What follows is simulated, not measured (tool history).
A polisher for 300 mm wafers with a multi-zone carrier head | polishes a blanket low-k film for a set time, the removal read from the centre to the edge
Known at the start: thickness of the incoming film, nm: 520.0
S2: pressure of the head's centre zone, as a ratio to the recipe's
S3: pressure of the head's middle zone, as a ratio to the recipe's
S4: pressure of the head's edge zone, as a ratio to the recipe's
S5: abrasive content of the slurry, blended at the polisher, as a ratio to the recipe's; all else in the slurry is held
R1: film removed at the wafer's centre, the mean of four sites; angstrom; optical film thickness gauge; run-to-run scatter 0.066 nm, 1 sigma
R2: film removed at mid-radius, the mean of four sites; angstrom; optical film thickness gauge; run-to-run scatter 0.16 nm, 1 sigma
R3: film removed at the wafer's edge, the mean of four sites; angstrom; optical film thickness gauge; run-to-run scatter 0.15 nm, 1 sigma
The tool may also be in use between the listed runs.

run 1 hour=0 | flow_of_slurry_(ml/min)=135 S2=1 S3=1 S4=1 S5=1 polishing_time_(s)=83 | R1=255.83 R2=254.56 R3=259.71
run 2 hour=3.6 | flow_of_slurry_(ml/min)=130 S2=0.97 S3=1 S4=1 S5=0.95 polishing_time_(s)=79 | R1=227.01 R2=237.53 R3=240.24
run 3 hour=8.2 | flow_of_slurry_(ml/min)=125 S2=0.95 S3=0.99 S4=0.99 S5=0.9 polishing_time_(s)=76 | R1=205.56 R2=213.52 R3=220.55
run 4 hour=11.4 | flow_of_slurry_(ml/min)=125 S2=0.95 S3=0.99 S4=0.99 S5=0.9 polishing_time_(s)=84 | R1=225.87 R2=239.58 R3=240.75
run 5 hour=13.3 | flow_of_slurry_(ml/min)=125 S2=0.95 S3=0.99 S4=1.06 S5=0.9 polishing_time_(s)=84 | R1=225.77 R2=238.32 R3=251.63
run 6 hour=20.3 | flow_of_slurry_(ml/min)=125 S2=0.95 S3=0.92 S4=1.06 S5=0.9 polishing_time_(s)=84 | R1=223.72 R2=226.91 R3=249.19

Estimate the outcome of run 7 from the log above:
run 7 hour=27.9 | flow_of_slurry_(ml/min)=90 S2=0.85 S3=0.98 S4=0.98 S5=0.65 polishing_time_(s)=61 | R1=? R2=? R3=?

R1: 103.05 angstrom
R2: 120.62 angstrom
R3: 127.92 angstrom
